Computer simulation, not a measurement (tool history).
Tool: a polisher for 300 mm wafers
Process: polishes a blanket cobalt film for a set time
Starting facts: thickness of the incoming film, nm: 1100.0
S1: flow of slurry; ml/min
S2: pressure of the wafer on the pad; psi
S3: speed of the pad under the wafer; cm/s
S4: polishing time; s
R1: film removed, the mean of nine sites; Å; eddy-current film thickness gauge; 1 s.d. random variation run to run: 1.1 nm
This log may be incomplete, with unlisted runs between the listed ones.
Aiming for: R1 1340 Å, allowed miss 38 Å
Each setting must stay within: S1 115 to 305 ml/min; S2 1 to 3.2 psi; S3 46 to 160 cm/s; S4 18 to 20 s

run  hour   S1   S2   S3  S4      R1
  1     0  195  2.1  102  20  992.93
  2   4.5  195  2.1   78  20  771.87
  3   9.1  195  2.1   78  20  772.35
  4  17.6  200  2.4   78  20  875.79
  5  25.6  200  2.4   78  18  782.43
  6  34.4  200  2.1   78  18  696.26
  7    42  200  2.4   82  18  837.06
  8  47.7  200  2.6   86  18  929.68
  9  50.5  200  2.8   90  18  1052.9

Exercise: of the 5 proposed moves below, exactly one satisfies all targets within the stated allowed misses. Which move is it?
  A  53.3  160  3.2   88  19   ?
  B  53.3  195    3  102  20   ?
  C  53.3  220  2.9  102  18   ?
  D  53.3  165  2.7  112  18   ?
  E  53.3  255  2.9   96  20   ?

move      R1
   A  1199.3
   B  1395.3
   C    1229
   D  1219.5
   E    1305
A: better than the last run, though not everything is in spec
B: takes the result that was furthest off past its target
C: better than the last run, though not everything is in spec
D: better than the last run, though not everything is in spec
E: all results land within tolerance of their targets
E is the move that brings every result within its allowed miss.

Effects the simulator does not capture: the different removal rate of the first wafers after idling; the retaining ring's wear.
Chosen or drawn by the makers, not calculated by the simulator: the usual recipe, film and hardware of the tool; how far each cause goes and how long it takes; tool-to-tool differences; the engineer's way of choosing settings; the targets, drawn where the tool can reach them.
